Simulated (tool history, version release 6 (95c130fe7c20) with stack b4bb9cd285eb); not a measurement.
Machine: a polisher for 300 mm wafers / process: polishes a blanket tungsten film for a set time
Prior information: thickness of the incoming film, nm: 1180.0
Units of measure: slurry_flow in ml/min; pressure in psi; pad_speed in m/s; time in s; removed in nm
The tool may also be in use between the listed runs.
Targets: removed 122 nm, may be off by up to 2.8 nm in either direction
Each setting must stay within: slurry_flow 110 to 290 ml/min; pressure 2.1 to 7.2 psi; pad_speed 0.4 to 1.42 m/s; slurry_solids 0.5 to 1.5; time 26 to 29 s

run  hour  slurry_flow  pressure  pad_speed  slurry_solids  time  removed
  1     0          185       4.6        0.9              1    29    152.2
  2   0.7          175       4.3        0.9              1    29   143.03
  3   1.7          175       4.3        0.9           1.15    29   149.82
  4   4.4          170         4        0.9           1.15    29   140.04
  5   8.7          170       4.6        0.9           1.15    29   156.37
  6  10.2          170       4.6       0.78           1.15    29   138.04
  7  15.8          165       4.4       0.78           1.15    29   131.93
  8  20.1          160       4.3       0.78           1.15    29   128.67

Next run, 5 choices. One meets every target within its allowed miss, the rest don't. Which?
  A  24.4          160       5.1       0.56            1.4    29        ?
  B  24.4          170       4.5       0.78           1.15    26        ?
  C  24.4          150       4.2       0.82            1.1    29        ?
  D  24.4          160       4.4       0.76           1.15    29        ?
  E  24.4          145       3.5       0.96           1.05    26        ?

move  removed
   A   114.14
   B   120.81
   C   128.68
   D   127.53
   E   113.18
A: carries the result that was furthest off beyond its target, to the other side
B: each result inside its tolerance
C: about as far from the targets as the last run
D: an improvement on the last run, though not all results are within tolerance
E: carries the result that was furthest off beyond its target, to the other side
B meets every target.
